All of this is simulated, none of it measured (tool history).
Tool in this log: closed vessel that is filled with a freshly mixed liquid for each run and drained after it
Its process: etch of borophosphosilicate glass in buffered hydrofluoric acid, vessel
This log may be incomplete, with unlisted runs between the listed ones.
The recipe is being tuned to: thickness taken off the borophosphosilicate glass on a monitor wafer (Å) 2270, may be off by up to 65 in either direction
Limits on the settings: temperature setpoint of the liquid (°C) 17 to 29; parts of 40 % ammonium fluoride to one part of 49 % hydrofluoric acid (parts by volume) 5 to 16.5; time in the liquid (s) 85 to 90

run  hour  temperature setpoint of the liquid (°C)  parts of 40 % ammonium fluoride to one part of 49 % hydrofluoric acid (parts by volume)  time in the liquid (s)  thickness taken off the borophosphosilicate glass on a monitor wafer (Å)
  1     0                                       21                                                                                       10                      85                                                                    1202.3
  2   2.2                                       21                                                                                      7.5                      85                                                                    1561.3
  3   7.5                                     22.5                                                                                      7.5                      85                                                                    1689.9
  4  13.4                                     23.5                                                                                      7.5                      85                                                                    1791.7
  5  16.8                                       20                                                                                      7.5                      85                                                                      1499
  6  18.8                                       22                                                                                      7.5                      85                                                                    1643.1
  7  24.6                                     23.5                                                                                      7.5                      85                                                                    1816.7
  8  28.3                                     24.5                                                                                      7.5                      85                                                                    1898.1
  9  33.2                                     28.5                                                                                      7.5                      85                                                                    2357.5

Which single option among these 4 for the next run brings every result within its allowed miss of target? Just one does.
  A  38.1                                     27.5                                                                                        7                      85                                                                         ?
  B  38.1                                       29                                                                                      7.5                      85                                                                         ?
  C  38.1                                       28                                                                                      7.5                      85                                                                         ?
  D  38.1                                       28                                                                                      7.5                      90                                                                         ?

move  thickness taken off the borophosphosilicate glass on a monitor wafer (Å)
   A                                                                    2399.4
   B                                                                    2407.3
   C                                                                    2284.6
   D                                                                      2419
A: its largest miss is bigger than the last run's
B: its largest miss is bigger than the last run's
C: every result lands within tolerance
D: its largest miss is bigger than the last run's
Go with C: it meets all targets.

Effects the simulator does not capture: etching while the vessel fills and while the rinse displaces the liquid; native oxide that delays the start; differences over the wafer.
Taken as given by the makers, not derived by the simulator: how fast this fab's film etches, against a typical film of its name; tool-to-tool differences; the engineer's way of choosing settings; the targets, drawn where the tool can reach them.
